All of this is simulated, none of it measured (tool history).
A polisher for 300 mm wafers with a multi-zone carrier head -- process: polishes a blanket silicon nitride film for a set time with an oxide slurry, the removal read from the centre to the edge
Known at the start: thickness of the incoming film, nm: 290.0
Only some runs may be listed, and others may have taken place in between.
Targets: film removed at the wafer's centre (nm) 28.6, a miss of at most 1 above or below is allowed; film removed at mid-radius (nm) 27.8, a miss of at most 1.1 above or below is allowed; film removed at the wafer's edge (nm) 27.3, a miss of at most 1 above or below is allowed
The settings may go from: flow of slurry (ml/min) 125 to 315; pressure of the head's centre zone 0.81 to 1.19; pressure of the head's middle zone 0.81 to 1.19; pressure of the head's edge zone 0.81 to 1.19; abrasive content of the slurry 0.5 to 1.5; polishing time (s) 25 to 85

run,hour,flow of slurry (ml/min),pressure of the head's centre zone,pressure of the head's middle zone,pressure of the head's edge zone,abrasive content of the slurry,polishing time (s),film removed at the wafer's centre (nm),film removed at mid-radius (nm),film removed at the wafer's edge (nm)
1,0,205,1,1,1,1,55,29.804,30.558,29.346
2,7.8,200,1,0.99,0.99,1,55,30.277,30.2,29.401
3,15,200,1,0.93,0.99,1,55,30.225,28.919,29.574
4,23.6,230,1,0.93,0.99,1,55,30.787,29.272,29.679
5,31.1,250,1,0.93,0.99,1,55,31.3,28.697,29.892
6,36.1,250,1.07,0.93,0.99,1,55,32.523,29.849,30.036
7,37.9,245,1.05,0.93,0.98,1,55,32.223,29.699,30.068
8,42.7,245,1.04,0.93,0.97,1,55,32.177,29.864,30.454
9,50.6,240,1.04,0.94,0.99,1,55,32.446,30.07,30.028
10,58.7,235,1.04,0.94,0.99,0.95,55,31.614,29.054,29.606
11,63.9,230,1.03,0.95,0.98,0.95,55,31.038,29.398,29.573
12,69.4,230,1.03,0.96,0.98,0.9,55,29.998,28.277,28.233
13,77.7,225,1.01,0.97,0.97,0.9,55,29.524,29.209,28.31

Exercise: of the 5 proposed moves below, exactly one satisfies all targets within the stated allowed misses. Which move is it?
A,86,270,0.9,1.06,0.94,0.85,57,?,?,?
B,86,255,0.98,1.02,1,1,55,?,?,?
C,86,205,0.97,0.94,1.03,0.95,58,?,?,?
D,86,210,1.03,0.99,1.02,0.6,61,?,?,?
E,86,215,0.94,1.01,0.98,0.8,62,?,?,?

move,film removed at the wafer's centre (nm),film removed at mid-radius (nm),film removed at the wafer's edge (nm)
A,27.066,31.805,28.966
B,30.062,31.474,30.484
C,29.876,29.776,31.387
D,27.941,27.253,27.446
E,29.168,31.683,30.777
A: its largest miss is bigger than the last run's
B: its largest miss is bigger than the last run's
C: its largest miss is bigger than the last run's
D: in spec on every target
E: its largest miss is bigger than the last run's
The right move is D.

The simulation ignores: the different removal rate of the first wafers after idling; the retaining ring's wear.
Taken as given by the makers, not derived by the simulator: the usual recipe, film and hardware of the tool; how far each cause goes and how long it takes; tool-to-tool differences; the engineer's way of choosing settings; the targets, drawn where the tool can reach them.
